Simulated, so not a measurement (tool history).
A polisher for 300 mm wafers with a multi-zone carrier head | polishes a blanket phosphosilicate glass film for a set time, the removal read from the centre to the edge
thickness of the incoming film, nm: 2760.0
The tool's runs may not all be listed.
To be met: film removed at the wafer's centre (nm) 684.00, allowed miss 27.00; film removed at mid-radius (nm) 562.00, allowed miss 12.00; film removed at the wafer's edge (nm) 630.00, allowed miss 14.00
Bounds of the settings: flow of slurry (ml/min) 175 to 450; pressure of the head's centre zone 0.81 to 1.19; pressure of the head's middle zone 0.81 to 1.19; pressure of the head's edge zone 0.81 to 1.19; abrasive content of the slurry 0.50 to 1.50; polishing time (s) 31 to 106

| run | hour | flow of slurry (ml/min) | pressure of the head's centre zone | pressure of the head's middle zone | pressure of the head's edge zone | abrasive content of the slurry | polishing time (s) | film removed at the wafer's centre (nm) | film removed at mid-radius (nm) | film removed at the wafer's edge (nm) |
|---|---|---|---|---|---|---|---|---|---|---|
| 1 | 0.0 | 290 | 1.00 | 1.00 | 1.00 | 1.00 | 68 | 417.59 | 420.89 | 435.56 |
| 2 | 7.2 | 300 | 1.05 | 1.00 | 1.04 | 1.15 | 69 | 481.24 | 460.00 | 486.50 |
| 3 | 12.1 | 315 | 1.09 | 1.00 | 1.07 | 1.25 | 69 | 524.32 | 483.77 | 513.58 |
| 4 | 18.0 | 320 | 1.12 | 0.99 | 1.09 | 1.30 | 70 | 556.05 | 492.71 | 533.56 |
| 5 | 20.9 | 320 | 1.12 | 0.99 | 1.13 | 1.30 | 70 | 551.80 | 495.06 | 545.19 |
|  | 27.9 | edge zone pressure recalibrated |
| 6 | 27.9 | 330 | 1.14 | 0.99 | 1.14 | 1.35 | 71 | 574.98 | 513.51 | 554.12 |
| 7 | 30.3 | 320 | 1.15 | 0.98 | 1.14 | 1.40 | 73 | 617.54 | 526.48 | 577.61 |
| 8 | 38.4 | 330 | 1.16 | 0.97 | 1.15 | 1.45 | 74 | 630.99 | 543.11 | 596.06 |

Which of these 5 next moves meets every target?
| A | 46.5 | 270 | 1.18 | 0.86 | 1.19 | 1.30 | 84 | ? | ? | ? |
| B | 46.5 | 375 | 1.08 | 0.90 | 1.19 | 1.50 | 77 | ? | ? | ? |
| C | 46.5 | 325 | 1.04 | 0.95 | 1.19 | 1.50 | 73 | ? | ? | ? |
| D | 46.5 | 390 | 1.12 | 1.05 | 1.15 | 1.50 | 67 | ? | ? | ? |
| E | 46.5 | 385 | 1.13 | 0.91 | 1.08 | 1.35 | 83 | ? | ? | ? |

| move | film removed at the wafer's centre (nm) | film removed at mid-radius (nm) | film removed at the wafer's edge (nm) |
|---|---|---|---|
| A | 679.98 | 524.28 | 647.30 |
| B | 624.91 | 541.48 | 641.25 |
| C | 565.09 | 529.64 | 602.67 |
| D | 565.19 | 532.55 | 549.11 |
| E | 675.61 | 565.23 | 634.04 |
A: takes the result that was furthest off past its target
B: brings the result that was furthest off to its target, and leaves another outside
C: further off than the last run
D: further off than the last run
E: meets every target
The right move is E.

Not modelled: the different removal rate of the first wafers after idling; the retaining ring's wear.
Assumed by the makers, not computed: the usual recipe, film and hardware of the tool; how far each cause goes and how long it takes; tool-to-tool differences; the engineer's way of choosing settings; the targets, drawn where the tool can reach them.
